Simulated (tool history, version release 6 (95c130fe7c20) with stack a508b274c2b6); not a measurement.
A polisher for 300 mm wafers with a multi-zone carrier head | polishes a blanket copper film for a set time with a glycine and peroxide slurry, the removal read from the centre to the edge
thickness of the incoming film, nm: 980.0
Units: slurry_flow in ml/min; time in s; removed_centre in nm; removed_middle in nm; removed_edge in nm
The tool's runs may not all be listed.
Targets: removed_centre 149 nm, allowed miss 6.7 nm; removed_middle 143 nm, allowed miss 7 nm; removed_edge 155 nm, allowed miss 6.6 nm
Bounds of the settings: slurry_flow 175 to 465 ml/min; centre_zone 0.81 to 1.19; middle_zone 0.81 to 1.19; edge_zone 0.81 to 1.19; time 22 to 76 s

| run | hour | slurry_flow | centre_zone | middle_zone | edge_zone | time | removed_centre | removed_middle | removed_edge |
|---|---|---|---|---|---|---|---|---|---|
| 1 | 0 | 295 | 1 | 1 | 1 | 49 | 292.38 | 288.55 | 280.55 |
| 2 | 7.8 | 275 | 0.97 | 0.95 | 0.98 | 40 | 229.45 | 231.81 | 231.94 |
| 3 | 15.4 | 245 | 0.97 | 0.95 | 0.98 | 40 | 225.56 | 226.74 | 229.2 |
| 4 | 22.6 | 245 | 0.92 | 0.95 | 0.98 | 40 | 217.88 | 226.27 | 230.16 |
| 5 | 24.1 | 235 | 0.94 | 0.91 | 0.96 | 34 | 185.43 | 183.69 | 189.13 |
| 6 | 24.8 | 235 | 1 | 0.91 | 0.96 | 34 | 197.36 | 184.17 | 190.89 |
| 7 | 25.4 | 225 | 0.97 | 0.88 | 0.94 | 32 | 184.31 | 166.71 | 177.16 |
| 8 | 28.6 | 220 | 0.93 | 0.87 | 0.93 | 31 | 165.9 | 160.58 | 170.13 |

5 next moves are on the table. One of them brings every result within its allowed miss. Which?
| A | 31.8 | 295 | 1.1 | 0.87 | 0.81 | 29 | ? | ? | ? |
| B | 31.8 | 300 | 0.93 | 0.88 | 0.95 | 27 | ? | ? | ? |
| C | 31.8 | 255 | 0.91 | 1.13 | 0.81 | 30 | ? | ? | ? |
| D | 31.8 | 175 | 0.92 | 0.81 | 1.08 | 30 | ? | ? | ? |
| E | 31.8 | 220 | 0.96 | 0.86 | 0.93 | 33 | ? | ? | ? |

| move | removed_centre | removed_middle | removed_edge |
|---|---|---|---|
| A | 192.08 | 154.91 | 156.59 |
| B | 151.26 | 145.91 | 156.87 |
| C | 161.96 | 197.25 | 159.76 |
| D | 155.72 | 142.89 | 177.76 |
| E | 184.45 | 169.68 | 185.52 |
A: further off than the last run
B: meets every target
C: further off than the last run
D: further off than the last run
E: further off than the last run
The right move is B.
